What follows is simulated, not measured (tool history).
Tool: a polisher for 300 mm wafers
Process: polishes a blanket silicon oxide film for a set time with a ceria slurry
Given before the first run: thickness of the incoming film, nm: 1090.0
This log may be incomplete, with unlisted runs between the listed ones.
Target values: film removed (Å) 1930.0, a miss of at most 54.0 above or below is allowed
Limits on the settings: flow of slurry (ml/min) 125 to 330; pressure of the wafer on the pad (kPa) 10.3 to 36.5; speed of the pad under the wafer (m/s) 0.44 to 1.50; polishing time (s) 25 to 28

| run | day | flow of slurry (ml/min) | pressure of the wafer on the pad (kPa) | speed of the pad under the wafer (m/s) | polishing time (s) | film removed (Å) |
|---|---|---|---|---|---|---|
| 1 | 0.000 | 210 | 23.4 | 0.96 | 28 | 1119.1 |
| 2 | 0.175 | 265 | 23.4 | 0.96 | 28 | 1157.9 |
| 3 | 0.358 | 265 | 23.4 | 0.96 | 28 | 1155.0 |
| 4 | 0.421 | 270 | 26.9 | 0.96 | 28 | 1270.8 |
| 5 | 0.458 | 270 | 26.9 | 1.12 | 28 | 1488.6 |
| 6 | 0.754 | 245 | 26.9 | 1.12 | 28 | 1441.9 |
| 7 | 0.817 | 255 | 29.6 | 1.12 | 28 | 1604.7 |
| 8 | 0.875 | 260 | 31.0 | 1.12 | 28 | 1654.3 |
| 9 | 1.208 | 265 | 32.4 | 1.12 | 28 | 1729.5 |
| 10 | 1.538 | 270 | 33.8 | 1.12 | 28 | 1792.5 |
| 11 | 1.700 | 270 | 34.5 | 1.12 | 28 | 1806.2 |
| 12 | 1.858 | 270 | 35.2 | 1.12 | 28 | 1884.4 |

Pick the move, out of 5, that brings all results within their allowed miss; only one does.
| A | 2.017 | 235 | 36.5 | 1.14 | 28 | ? |
| B | 2.017 | 275 | 36.5 | 1.04 | 28 | ? |
| C | 2.017 | 265 | 36.5 | 1.04 | 28 | ? |
| D | 2.017 | 250 | 35.9 | 1.10 | 28 | ? |
| E | 2.017 | 270 | 36.5 | 1.06 | 28 | ? |

| move | film removed (Å) |
|---|---|
| A | 1920.1 |
| B | 1786.8 |
| C | 1780.0 |
| D | 1838.4 |
| E | 1816.8 |
A: hits every target within its allowed miss
B: the biggest miss grows against the last run
C: the biggest miss grows against the last run
D: the biggest miss grows against the last run
E: the biggest miss grows against the last run
A is the move that brings every result within its allowed miss.
